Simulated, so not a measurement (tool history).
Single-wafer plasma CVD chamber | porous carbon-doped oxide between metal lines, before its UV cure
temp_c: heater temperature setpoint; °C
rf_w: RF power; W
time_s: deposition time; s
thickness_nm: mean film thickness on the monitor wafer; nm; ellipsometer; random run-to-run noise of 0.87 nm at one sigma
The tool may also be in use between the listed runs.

run  hour  temp_c  rf_w  time_s  thickness_nm
  1   0.0     295   515    25.6        136.49
  2   3.8     292   520    25.6        140.10
  3   6.7     283   520    25.6        147.21
  4  13.6     283   520    25.6        146.27
  5  18.3     283   520    24.3        141.45
  6  23.9     281   525    24.3        143.52

For run 7, what comes out?
  7  31.3     279   530    24.3             ?

{"run 7": {"thickness_nm": 145.66}}
